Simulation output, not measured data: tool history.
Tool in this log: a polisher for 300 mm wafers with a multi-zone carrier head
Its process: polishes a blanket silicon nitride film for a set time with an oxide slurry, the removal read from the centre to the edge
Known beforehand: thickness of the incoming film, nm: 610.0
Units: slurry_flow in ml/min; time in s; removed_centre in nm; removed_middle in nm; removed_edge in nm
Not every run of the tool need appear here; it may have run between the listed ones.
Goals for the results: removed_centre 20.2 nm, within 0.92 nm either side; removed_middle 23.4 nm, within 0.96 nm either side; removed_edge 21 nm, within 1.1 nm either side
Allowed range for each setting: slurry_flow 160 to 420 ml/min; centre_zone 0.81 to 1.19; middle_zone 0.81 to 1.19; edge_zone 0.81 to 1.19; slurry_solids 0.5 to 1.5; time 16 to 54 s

run	day	slurry_flow	centre_zone	middle_zone	edge_zone	slurry_solids	time	removed_centre	removed_middle	removed_edge
1	0	270	1	1	1	1	35	17.024	17.215	16.665
2	0.038	270	1	1.02	1.01	1.05	35	17.171	17.707	17.82
3	0.125	275	1	1.04	0.99	1.1	35	17.372	18.07	17.352
4	0.317	275	1	1.04	0.99	1.1	29	14.539	15.3	14.47
5	0.338	280	1	1.06	0.99	1.15	30	15.409	16.586	15.125
6	0.429	280	1.08	1.06	0.99	1.15	30	17.049	16.393	15.182
7	0.625	280	1.07	1.08	1	1.2	31	16.9	17.193	15.917
8	0.888	285	1.07	1.09	1	1.25	32	17.504	18.407	16.741
9	1.012	285	1.07	1.09	1	1.25	32	17.871	17.981	17.124
10	1.208	285	1.06	1.1	0.99	1.3	33	18.766	18.972	17.614
11	1.338	290	1.05	1.11	0.99	1.35	33	18.81	19	17.445
12	1.446	290	1.04	1.12	1	1.35	34	18.856	20.091	18.589
13	1.642	290	1.04	1.13	1	1.35	34	19.095	20.361	18.322
# day 1.771: worn pad replaced by a new one
14	1.771	290	1.04	1.14	1.01	1.35	34	22.116	23.756	20.859
15	2.025	290	1.03	1.14	1.01	1.35	34	21.735	23.576	21.064
16	2.158	290	1.02	1.14	1.01	1.35	34	21.596	23.378	20.693

4 next moves are on the table. One of them brings every result within its allowed miss. Which?
A	2.292	165	1.09	0.97	0.88	1.5	39	?	?	?
B	2.292	335	1.16	1.18	0.91	1.4	32	?	?	?
C	2.292	325	1.11	1.09	0.94	1.45	34	?	?	?
D	2.292	255	1.01	1.19	1.09	1.45	32	?	?	?

move	removed_centre	removed_middle	removed_edge
A	25.486	22.257	22.582
B	23.845	22.922	19.496
C	24.461	22.937	21.208
D	20.513	22.756	20.908
A: misses by more than the last run did
B: misses by more than the last run did
C: misses by more than the last run did
D: meets every target
The move that meets every target is D.
